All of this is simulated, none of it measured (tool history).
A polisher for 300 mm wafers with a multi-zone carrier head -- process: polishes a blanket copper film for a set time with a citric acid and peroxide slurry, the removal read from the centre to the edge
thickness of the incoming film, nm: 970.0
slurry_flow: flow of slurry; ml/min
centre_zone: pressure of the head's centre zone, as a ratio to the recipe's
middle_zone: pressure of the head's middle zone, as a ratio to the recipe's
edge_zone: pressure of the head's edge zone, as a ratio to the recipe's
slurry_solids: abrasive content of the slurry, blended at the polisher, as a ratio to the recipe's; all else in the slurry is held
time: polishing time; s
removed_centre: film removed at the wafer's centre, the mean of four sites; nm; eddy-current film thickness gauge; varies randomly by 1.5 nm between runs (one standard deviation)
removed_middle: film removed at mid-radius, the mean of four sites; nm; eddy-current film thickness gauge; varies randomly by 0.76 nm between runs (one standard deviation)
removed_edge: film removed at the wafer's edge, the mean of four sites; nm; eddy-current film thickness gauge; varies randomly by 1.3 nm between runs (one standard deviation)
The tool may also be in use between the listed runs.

Run 1, hour 0.0: slurry_flow 165 ml/min, centre_zone 1.00, middle_zone 1.00, edge_zone 1.00, slurry_solids 1.00, time 31 s. Result: removed_centre 101.83 nm, removed_middle 100.47 nm, removed_edge 95.238 nm.
Run 2, hour 2.5: slurry_flow 200 ml/min, centre_zone 1.00, middle_zone 1.00, edge_zone 1.00, slurry_solids 1.00, time 31 s. Result: removed_centre 105.37 nm, removed_middle 102.46 nm, removed_edge 97.136 nm.
Run 3, hour 5.1: slurry_flow 200 ml/min, centre_zone 1.04, middle_zone 1.00, edge_zone 1.00, slurry_solids 1.00, time 31 s. Result: removed_centre 108.54 nm, removed_middle 104.60 nm, removed_edge 99.275 nm.
Run 4, hour 9.0: slurry_flow 205 ml/min, centre_zone 1.06, middle_zone 0.99, edge_zone 0.99, slurry_solids 1.00, time 31 s. Result: removed_centre 112.49 nm, removed_middle 102.73 nm, removed_edge 97.956 nm.
Run 5, hour 17.0: slurry_flow 210 ml/min, centre_zone 1.08, middle_zone 1.00, edge_zone 1.00, slurry_solids 1.00, time 31 s. Result: removed_centre 116.18 nm, removed_middle 104.78 nm, removed_edge 96.218 nm.
Run 6, hour 23.9: slurry_flow 210 ml/min, centre_zone 1.08, middle_zone 0.94, edge_zone 1.00, slurry_solids 1.00, time 31 s. Result: removed_centre 115.49 nm, removed_middle 100.31 nm, removed_edge 98.851 nm.
Run 7, hour 26.1: slurry_flow 215 ml/min, centre_zone 1.09, middle_zone 0.95, edge_zone 1.01, slurry_solids 1.05, time 31 s. Result: removed_centre 116.41 nm, removed_middle 102.15 nm, removed_edge 100.150 nm.
Run 8, hour 30.7: slurry_flow 220 ml/min, centre_zone 1.10, middle_zone 0.96, edge_zone 1.02, slurry_solids 1.10, time 31 s. Result: removed_centre 122.20 nm, removed_middle 104.43 nm, removed_edge 100.920 nm.
Run 9, hour 38.8: slurry_flow 225 ml/min, centre_zone 1.10, middle_zone 0.97, edge_zone 1.03, slurry_solids 1.10, time 31 s. Result: removed_centre 118.91 nm, removed_middle 106.32 nm, removed_edge 102.440 nm.
Run 10, hour 39.4: slurry_flow 230 ml/min, centre_zone 1.11, middle_zone 0.97, edge_zone 1.03, slurry_solids 1.10, time 31 s. Result: removed_centre 122.63 nm, removed_middle 105.21 nm, removed_edge 102.780 nm.
Run 11, hour 48.3: slurry_flow 230 ml/min, centre_zone 1.12, middle_zone 0.98, edge_zone 1.03, slurry_solids 1.10, time 31 s. Result: removed_centre 124.00 nm, removed_middle 105.59 nm, removed_edge 102.770 nm.

Predict the results of run 12:
Run 12, hour 52.9: slurry_flow 230 ml/min, centre_zone 1.12, middle_zone 0.99, edge_zone 1.03, slurry_solids 1.10, time 31 s. Result: removed_centre ?, removed_middle ?, removed_edge ?.

{"run 12": {"removed_centre": 123.57, "removed_middle": 107.85, "removed_edge": 103.29}}
